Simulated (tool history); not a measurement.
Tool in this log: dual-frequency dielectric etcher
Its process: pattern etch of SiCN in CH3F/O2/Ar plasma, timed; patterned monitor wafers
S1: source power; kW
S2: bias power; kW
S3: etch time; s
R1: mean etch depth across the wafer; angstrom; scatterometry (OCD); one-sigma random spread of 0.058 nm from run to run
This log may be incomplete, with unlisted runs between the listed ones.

| run | day | S1 | S2 | S3 | R1 |
|---|---|---|---|---|---|
| 1 | 0.000 | 0.450 | 0.054 | 26.0 | 98.973 |
| 2 | 0.046 | 0.450 | 0.059 | 26.0 | 101.380 |
| 3 | 0.196 | 0.520 | 0.059 | 26.0 | 109.490 |
| 4 | 0.379 | 0.470 | 0.057 | 26.0 | 102.200 |
| 5 | 0.621 | 0.470 | 0.049 | 26.0 | 98.098 |
| 6 | 0.767 | 0.530 | 0.049 | 26.0 | 103.100 |
| 7 | 1.058 | 0.490 | 0.048 | 26.0 | 98.958 |
|  | 1.150 | source power generator calibrated |
| 8 | 1.150 | 0.460 | 0.047 | 26.0 | 92.734 |
| 9 | 1.308 | 0.450 | 0.047 | 26.0 | 91.281 |

Run 10 has not been measured yet. What should we expect?
| 10 | 1.496 | 0.440 | 0.047 | 26.0 | ? |

R1: 90.453 angstrom
